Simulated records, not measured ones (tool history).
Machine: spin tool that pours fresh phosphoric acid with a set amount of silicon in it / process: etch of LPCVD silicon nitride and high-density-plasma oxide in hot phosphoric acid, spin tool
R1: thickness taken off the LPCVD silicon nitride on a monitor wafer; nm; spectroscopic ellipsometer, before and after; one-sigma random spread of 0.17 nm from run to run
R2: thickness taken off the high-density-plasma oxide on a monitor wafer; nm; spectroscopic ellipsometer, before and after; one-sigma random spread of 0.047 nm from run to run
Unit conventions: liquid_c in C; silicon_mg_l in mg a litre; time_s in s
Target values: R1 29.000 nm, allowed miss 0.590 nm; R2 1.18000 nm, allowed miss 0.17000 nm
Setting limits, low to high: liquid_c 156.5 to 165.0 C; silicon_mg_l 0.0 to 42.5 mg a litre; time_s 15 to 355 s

Run 1, hour 0.0: liquid_c 160.0 C, silicon_mg_l 18.5 mg a litre, time_s 180 s. Result: R1 15.359 nm, R2 0.56898 nm.
Run 2, hour 0.8: liquid_c 160.5 C, silicon_mg_l 19.0 mg a litre, time_s 190 s. Result: R1 16.504 nm, R2 0.57169 nm.
Run 3, hour 8.8: liquid_c 161.0 C, silicon_mg_l 18.0 mg a litre, time_s 200 s. Result: R1 17.795 nm, R2 0.65011 nm.
Run 4, hour 9.4: liquid_c 159.5 C, silicon_mg_l 18.0 mg a litre, time_s 200 s. Result: R1 17.000 nm, R2 0.63216 nm.
Run 5, hour 14.3: liquid_c 159.5 C, silicon_mg_l 23.0 mg a litre, time_s 200 s. Result: R1 16.910 nm, R2 0.52981 nm.
Run 6, hour 22.5: liquid_c 159.5 C, silicon_mg_l 23.0 mg a litre, time_s 250 s. Result: R1 21.222 nm, R2 0.67722 nm.
Run 7, hour 29.8: liquid_c 162.0 C, silicon_mg_l 21.0 mg a litre, time_s 290 s. Result: R1 26.613 nm, R2 1.08380 nm.
Run 8, hour 38.4: liquid_c 162.0 C, silicon_mg_l 21.5 mg a litre, time_s 290 s. Result: R1 26.910 nm, R2 0.98885 nm.
Run 9, hour 40.6: liquid_c 163.0 C, silicon_mg_l 20.5 mg a litre, time_s 295 s. Result: R1 27.752 nm, R2 1.05980 nm.
Run 10, hour 41.3: liquid_c 163.0 C, silicon_mg_l 20.0 mg a litre, time_s 295 s. Result: R1 28.118 nm, R2 1.10600 nm.

4 candidate next runs follow, results not yet known. Just one meets every target within its allowed miss. Identify it.
Run A, hour 42.0: liquid_c 163.0 C, silicon_mg_l 19.0 mg a litre, time_s 305 s. Result: R1 ?, R2 ?.
Run B, hour 42.0: liquid_c 164.5 C, silicon_mg_l 6.0 mg a litre, time_s 300 s. Result: R1 ?, R2 ?.
Run C, hour 42.0: liquid_c 163.0 C, silicon_mg_l 3.5 mg a litre, time_s 305 s. Result: R1 ?, R2 ?.
Run D, hour 42.0: liquid_c 163.5 C, silicon_mg_l 6.5 mg a litre, time_s 300 s. Result: R1 ?, R2 ?.

move      R1       R2
   A  28.863  1.21260
   B  29.831  1.81080
   C  28.863  1.73470
   D  28.863  1.66660
A: all results in spec
B: pushes the last run's worst result past its target
C: gets the furthest-off result to its target, but another result is out of tolerance
D: gets the furthest-off result to its target, but another result is out of tolerance
Answer: A

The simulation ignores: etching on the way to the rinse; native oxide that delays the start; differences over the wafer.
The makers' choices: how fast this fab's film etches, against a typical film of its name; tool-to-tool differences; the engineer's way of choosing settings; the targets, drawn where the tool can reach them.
